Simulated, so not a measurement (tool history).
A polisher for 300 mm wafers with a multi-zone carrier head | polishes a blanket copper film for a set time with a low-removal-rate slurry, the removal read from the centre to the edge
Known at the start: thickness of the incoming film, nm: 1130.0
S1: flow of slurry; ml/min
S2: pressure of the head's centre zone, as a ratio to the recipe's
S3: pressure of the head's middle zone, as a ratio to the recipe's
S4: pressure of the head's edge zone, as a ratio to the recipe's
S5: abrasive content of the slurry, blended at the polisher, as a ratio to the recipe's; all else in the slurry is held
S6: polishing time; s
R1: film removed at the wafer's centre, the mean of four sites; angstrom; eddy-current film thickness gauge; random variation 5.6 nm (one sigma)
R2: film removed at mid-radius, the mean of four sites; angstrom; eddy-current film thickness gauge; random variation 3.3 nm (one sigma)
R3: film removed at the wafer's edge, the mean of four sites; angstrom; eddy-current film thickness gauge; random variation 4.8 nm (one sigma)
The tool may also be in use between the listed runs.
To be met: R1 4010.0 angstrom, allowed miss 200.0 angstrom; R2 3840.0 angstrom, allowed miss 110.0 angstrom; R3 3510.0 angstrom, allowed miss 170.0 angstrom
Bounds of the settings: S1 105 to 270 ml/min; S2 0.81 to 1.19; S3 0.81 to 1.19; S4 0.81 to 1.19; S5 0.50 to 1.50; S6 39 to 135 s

| run | hour | S1 | S2 | S3 | S4 | S5 | S6 | R1 | R2 | R3 |
|---|---|---|---|---|---|---|---|---|---|---|
| 1 | 0.0 | 175 | 1.00 | 1.00 | 1.00 | 1.00 | 87 | 2828.4 | 2938.2 | 2873.3 |
| 2 | 8.5 | 190 | 1.06 | 1.04 | 1.03 | 1.15 | 88 | 3169.3 | 3157.2 | 3053.5 |
| 3 | 9.9 | 200 | 1.10 | 1.08 | 1.05 | 1.25 | 89 | 3489.9 | 3316.9 | 3179.5 |
| 4 | 18.4 | 210 | 1.11 | 1.11 | 1.06 | 1.35 | 90 | 3631.2 | 3556.3 | 3249.1 |
| 5 | 24.2 | 215 | 1.12 | 1.12 | 1.08 | 1.40 | 91 | 3704.4 | 3688.0 | 3289.8 |
| 6 | 27.3 | 215 | 1.12 | 1.12 | 1.12 | 1.40 | 91 | 3713.4 | 3669.0 | 3389.3 |
| 7 | 28.4 | 220 | 1.13 | 1.12 | 1.13 | 1.40 | 91 | 3712.5 | 3632.1 | 3436.3 |
| 8 | 33.7 | 225 | 1.14 | 1.13 | 1.13 | 1.45 | 91 | 3761.7 | 3767.1 | 3343.2 |
| 9 | 41.8 | 220 | 1.15 | 1.12 | 1.14 | 1.45 | 92 | 3828.7 | 3690.4 | 3429.2 |

4 next moves are on the table. One of them brings every result within its allowed miss. Which?
| A | 49.9 | 240 | 1.15 | 1.13 | 1.13 | 1.40 | 94 | ? | ? | ? |
| B | 49.9 | 235 | 1.19 | 1.08 | 1.16 | 1.35 | 94 | ? | ? | ? |
| C | 49.9 | 225 | 1.06 | 1.14 | 1.19 | 1.45 | 93 | ? | ? | ? |
| D | 49.9 | 220 | 1.16 | 1.05 | 1.19 | 1.25 | 96 | ? | ? | ? |

| move | R1 | R2 | R3 |
|---|---|---|---|
| A | 4043.5 | 3863.3 | 3560.8 |
| B | 4145.5 | 3682.7 | 3568.2 |
| C | 3673.4 | 3843.8 | 3589.3 |
| D | 4033.1 | 3593.8 | 3609.5 |
A: meets every target
B: further off than the last run
C: brings the result that was furthest off to its target, and leaves another outside
D: further off than the last run
Answer: A
